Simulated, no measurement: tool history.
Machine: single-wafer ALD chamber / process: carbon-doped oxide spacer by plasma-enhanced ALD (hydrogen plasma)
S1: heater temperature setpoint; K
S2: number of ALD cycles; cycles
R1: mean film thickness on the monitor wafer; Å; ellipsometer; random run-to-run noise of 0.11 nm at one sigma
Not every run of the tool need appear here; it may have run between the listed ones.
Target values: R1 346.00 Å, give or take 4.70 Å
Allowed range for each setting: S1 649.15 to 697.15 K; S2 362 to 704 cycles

run  hour      S1   S2      R1
  1   0.0  673.15  533  276.32
  2   4.3  673.15  486  251.18
  3  13.0  673.15  421  218.58
  4  13.9  664.15  421  220.17
  5  17.8  664.15  362  186.54
  6  25.8  670.15  362  188.15
  7  28.3  670.15  405  209.79
  8  30.4  662.15  490  255.71
  9  32.9  662.15  512  266.20
 10  34.8  662.15  532  276.02
 11  41.0  662.15  550  285.45
 12  49.9  662.15  550  285.95
 13  52.6  662.15  566  293.72
 14  56.2  662.15  580  300.98
 15  60.7  662.15  592  306.77
 16  68.2  662.15  592  307.62
 17  74.3  662.15  603  311.38
 18  76.2  662.15  613  319.12

Which of these 4 next moves meets every target?
  A  78.1  661.15  687   ?
  B  78.1  657.15  544   ?
  C  78.1  659.15  694   ?
  D  78.1  665.15  665   ?

move      R1
   A  357.33
   B  282.95
   C  360.97
   D  345.88
A: moves the result that the last run missed by most past its target, out the other side
B: lands further from the targets than the last run did
C: moves the result that the last run missed by most past its target, out the other side
D: meets every target
The right move is D.

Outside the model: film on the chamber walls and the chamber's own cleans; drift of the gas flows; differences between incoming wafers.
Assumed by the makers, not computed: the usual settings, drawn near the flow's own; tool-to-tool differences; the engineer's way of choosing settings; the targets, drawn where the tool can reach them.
